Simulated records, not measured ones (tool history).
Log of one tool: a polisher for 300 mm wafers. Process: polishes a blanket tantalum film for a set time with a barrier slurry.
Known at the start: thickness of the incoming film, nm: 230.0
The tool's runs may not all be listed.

run    day  flow of slurry (ml/min)  pressure of the wafer on the pad (psi)  speed of the pad under the wafer (m/s)  abrasive content of the slurry  polishing time (s)  film removed (Å)
  1      0                      230                                     2.4                                    1.02                               1                  23            455.02
  2  0.242                      185                                     2.4                                    1.02                               1                  23            443.78
  3  0.583                      185                                     2.6                                    1.02                               1                  23            467.54
  4  0.642                      140                                     2.6                                    1.02                               1                  23            447.97
  5  0.954                      140                                     2.6                                    1.02                               1                  23            446.71
  6  1.325                      165                                     2.8                                    1.02                               1                  23            513.82
  7  1.375                      180                                     2.8                                    1.02                               1                  23            518.97
  8  1.729                      190                                     2.8                                    1.02                               1                  23            519.74
  9  1.954                      200                                     2.9                                    1.02                               1                  23            544.01
 10  1.996                      205                                     2.9                                    1.02                               1                  23            537.71

The next listed run, before its measurement:
 11  2.183                      210                                       3                                    1.02                               1                  23                 ?

{"run 11": {"film removed (Å)": 544.26}}
